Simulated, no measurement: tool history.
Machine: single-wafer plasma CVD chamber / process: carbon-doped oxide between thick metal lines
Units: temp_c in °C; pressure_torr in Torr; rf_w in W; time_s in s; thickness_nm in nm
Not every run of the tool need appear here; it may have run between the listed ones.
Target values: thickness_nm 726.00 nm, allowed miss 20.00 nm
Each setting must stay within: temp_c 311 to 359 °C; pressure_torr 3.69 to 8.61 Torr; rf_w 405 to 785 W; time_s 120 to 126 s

run  hour  temp_c  pressure_torr  rf_w  time_s  thickness_nm
  1   0.0     335           6.15   595     126        849.54
  2   7.0     336           6.08   575     125        826.33
  3  15.5     337           6.02   560     124        806.67
  4  23.5     338           5.97   545     124        792.45
  5  29.1     339           5.92   535     124        782.53
  6  32.7     339           5.88   525     124        774.73
  7  40.8     339           5.84   515     124        764.89
  8  45.1     339           5.80   510     124        759.33
  9  48.2     339           5.76   505     124        756.96
 10  49.4     339           5.73   500     124        750.65
 11  51.4     339           5.70   495     124        756.10

Consider the 5 candidate settings below. Which is the only one whose results all fall within their allowed miss of target?
  A  53.4     344           6.56   505     120             ?
  B  53.4     337           6.10   480     126             ?
  C  53.4     342           5.63   545     126             ?
  D  53.4     332           6.51   450     126             ?
  E  53.4     330           5.70   490     126             ?

move  thickness_nm
   A        733.11
   B        762.97
   C        789.65
   D        758.49
   E        783.48
A: in spec on every target
B: misses by more than the last run did
C: misses by more than the last run did
D: misses by more than the last run did
E: misses by more than the last run did
Move A is the one to make.
